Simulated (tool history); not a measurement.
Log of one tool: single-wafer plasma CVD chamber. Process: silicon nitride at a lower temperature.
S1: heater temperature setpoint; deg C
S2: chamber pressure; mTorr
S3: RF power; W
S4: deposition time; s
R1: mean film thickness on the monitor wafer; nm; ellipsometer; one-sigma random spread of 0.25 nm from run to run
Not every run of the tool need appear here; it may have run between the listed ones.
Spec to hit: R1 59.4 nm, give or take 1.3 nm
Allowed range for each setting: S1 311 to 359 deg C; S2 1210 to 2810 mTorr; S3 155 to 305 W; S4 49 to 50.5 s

run	hour	S1	S2	S3	S4	R1
1	0	335	2010	230	49	49.215
2	2.6	335	2010	230	49	49.273
3	9.3	335	2260	230	49	50.158
4	14.1	335	2310	245	49.2	52.738
5	20.1	335	2350	255	49.3	54.37
6	27.4	344	2350	255	49.3	54.188
7	36.2	344	2390	260	49.4	55.414
8	42.4	344	2430	265	49.5	56.26
9	43.2	344	2470	270	49.5	56.649

Exercise: of the 5 proposed moves below, exactly one satisfies all targets within the stated allowed misses. Which move is it?
A	44	342	2120	255	50.5	?
B	44	351	2110	265	50.5	?
C	44	354	2720	250	49.8	?
D	44	339	2350	270	49.9	?
E	44	342	2730	275	50.5	?

move	R1
A	53.822
B	54.908
C	54.934
D	56.373
E	59.382
A: the biggest miss grows against the last run
B: the biggest miss grows against the last run
C: the biggest miss grows against the last run
D: the biggest miss grows against the last run
E: meets every target
Correct choice: E, which meets every target
